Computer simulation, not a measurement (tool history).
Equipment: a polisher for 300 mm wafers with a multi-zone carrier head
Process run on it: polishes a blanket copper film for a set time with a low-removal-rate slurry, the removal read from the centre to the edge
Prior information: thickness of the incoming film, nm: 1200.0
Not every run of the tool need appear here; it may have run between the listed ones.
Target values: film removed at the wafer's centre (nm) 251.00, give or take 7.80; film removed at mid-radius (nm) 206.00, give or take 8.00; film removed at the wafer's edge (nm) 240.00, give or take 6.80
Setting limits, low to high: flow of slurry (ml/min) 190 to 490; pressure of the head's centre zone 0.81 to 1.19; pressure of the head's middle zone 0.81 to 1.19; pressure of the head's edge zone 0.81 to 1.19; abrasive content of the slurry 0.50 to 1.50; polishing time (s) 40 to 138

run  hour  flow of slurry (ml/min)  pressure of the head's centre zone  pressure of the head's middle zone  pressure of the head's edge zone  abrasive content of the slurry  polishing time (s)  film removed at the wafer's centre (nm)  film removed at mid-radius (nm)  film removed at the wafer's edge (nm)
  1   0.0                      315                                1.00                                1.00                              1.00                            1.00                  88                                   203.61                           206.42                                 204.14
  2   0.7                      325                                1.04                                0.98                              1.05                            1.05                  88                                   214.19                           203.51                                 212.38
  3   4.0                      325                                1.10                                0.98                              1.05                            1.05                  88                                   227.48                           204.53                                 212.90
  4   4.9                      265                                1.10                                0.98                              1.05                            1.05                  88                                   218.41                           201.00                                 209.90
  5  13.1                      295                                1.11                                0.97                              1.09                            1.10                  88                                   224.27                           200.95                                 216.52
  6  17.4                      295                                1.11                                0.89                              1.09                            1.10                  88                                   225.60                           187.28                                 214.56
  7  24.7                      315                                1.12                                0.90                              1.12                            1.15                  88                                   233.21                           191.87                                 221.48
  8  27.1                      335                                1.12                                0.91                              1.14                            1.20                  88                                   236.66                           193.53                                 225.35
  9  28.5                      345                                1.12                                0.92                              1.15                            1.25                  88                                   239.77                           201.26                                 227.17
 10  32.0                      350                                1.12                                0.91                              1.16                            1.30                  89                                   239.13                           202.53                                 236.13

Which of these 5 next moves meets every target?
  A  35.5                      240                                1.18                                0.94                              1.19                            1.40                  91                                        ?                                ?                                      ?
  B  35.5                      285                                1.01                                0.86                              1.14                            1.50                  91                                        ?                                ?                                      ?
  C  35.5                      340                                1.00                                0.93                              1.18                            1.50                  89                                        ?                                ?                                      ?
  D  35.5                      325                                1.05                                0.90                              1.16                            1.20                  95                                        ?                                ?                                      ?
  E  35.5                      340                                1.14                                0.98                              1.05                            1.40                  91                                        ?                                ?                                      ?

move  film removed at the wafer's centre (nm)  film removed at mid-radius (nm)  film removed at the wafer's edge (nm)
   A                                   257.18                           209.29                                 243.39
   B                                   227.43                           200.95                                 244.89
   C                                   224.47                           213.28                                 246.78
   D                                   240.76                           212.01                                 250.25
   E                                   258.72                           224.90                                 234.66
A: each result inside its tolerance
B: misses by more than the last run did
C: misses by more than the last run did
D: just as far off the targets as the last run
E: corrects the largest miss of the last run, while another result sits out of spec
So the answer is move A, the one that meets all the targets.

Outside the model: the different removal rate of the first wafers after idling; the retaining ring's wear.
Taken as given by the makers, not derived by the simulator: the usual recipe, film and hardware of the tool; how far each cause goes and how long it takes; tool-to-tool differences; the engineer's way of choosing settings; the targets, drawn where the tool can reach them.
